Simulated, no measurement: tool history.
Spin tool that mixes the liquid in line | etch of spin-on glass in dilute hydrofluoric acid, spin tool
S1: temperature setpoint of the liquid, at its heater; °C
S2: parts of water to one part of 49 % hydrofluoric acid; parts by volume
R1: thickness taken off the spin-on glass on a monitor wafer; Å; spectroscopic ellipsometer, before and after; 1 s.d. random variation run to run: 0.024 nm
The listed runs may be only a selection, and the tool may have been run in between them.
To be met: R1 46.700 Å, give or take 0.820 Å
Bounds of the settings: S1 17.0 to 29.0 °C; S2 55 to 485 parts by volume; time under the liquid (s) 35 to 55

{"run": 1, "hour": 0.0, "S1": 21.0, "S2": 270, "time under the liquid (s)": 55, "R1": 49.798}
{"run": 2, "hour": 4.1, "S1": 20.5, "S2": 270, "time under the liquid (s)": 55, "R1": 49.254}
{"run": 3, "hour": 10.5, "S1": 20.5, "S2": 175, "time under the liquid (s)": 55, "R1": 83.047}
{"run": 4, "hour": 12.5, "S1": 20.0, "S2": 190, "time under the liquid (s)": 55, "R1": 73.936}
{"run": 5, "hour": 13.1, "S1": 19.5, "S2": 200, "time under the liquid (s)": 55, "R1": 68.227}
{"run": 6, "hour": 15.3, "S1": 21.5, "S2": 200, "time under the liquid (s)": 55, "R1": 74.224}
{"run": 7, "hour": 23.3, "S1": 21.0, "S2": 210, "time under the liquid (s)": 55, "R1": 68.314}
{"run": 8, "hour": 30.1, "S1": 20.5, "S2": 215, "time under the liquid (s)": 55, "R1": 64.49}
{"run": 9, "hour": 37.8, "S1": 17.0, "S2": 260, "time under the liquid (s)": 55, "R1": 44.868}
{"hour": 46.1, "done": "thermometer replaced"}
{"run": 10, "hour": 46.1, "S1": 17.5, "S2": 260, "time under the liquid (s)": 55, "R1": 50.067}
{"run": 11, "hour": 54.1, "S1": 17.5, "S2": 265, "time under the liquid (s)": 55, "R1": 49.348}

5 next moves are on the table. One of them brings every result within its allowed miss. Which?
{"run": "A", "hour": 62.1, "S1": 19.0, "S2": 200, "time under the liquid (s)": 35, "R1": "?"}
{"run": "B", "hour": 62.1, "S1": 17.0, "S2": 280, "time under the liquid (s)": 55, "R1": "?"}
{"run": "C", "hour": 62.1, "S1": 17.0, "S2": 195, "time under the liquid (s)": 35, "R1": "?"}
{"run": "D", "hour": 62.1, "S1": 22.0, "S2": 305, "time under the liquid (s)": 55, "R1": "?"}
{"run": "E", "hour": 62.1, "S1": 19.5, "S2": 300, "time under the liquid (s)": 55, "R1": "?"}

move=A R1=46.663
move=B R1=45.109
move=C R1=44.431
move=D R1=48.704
move=E R1=45.445
A: each result inside its tolerance
B: takes the result that was furthest off past its target
C: takes the result that was furthest off past its target
D: closer than the last run, but not yet in spec
E: takes the result that was furthest off past its target
Correct choice: A, which meets every target

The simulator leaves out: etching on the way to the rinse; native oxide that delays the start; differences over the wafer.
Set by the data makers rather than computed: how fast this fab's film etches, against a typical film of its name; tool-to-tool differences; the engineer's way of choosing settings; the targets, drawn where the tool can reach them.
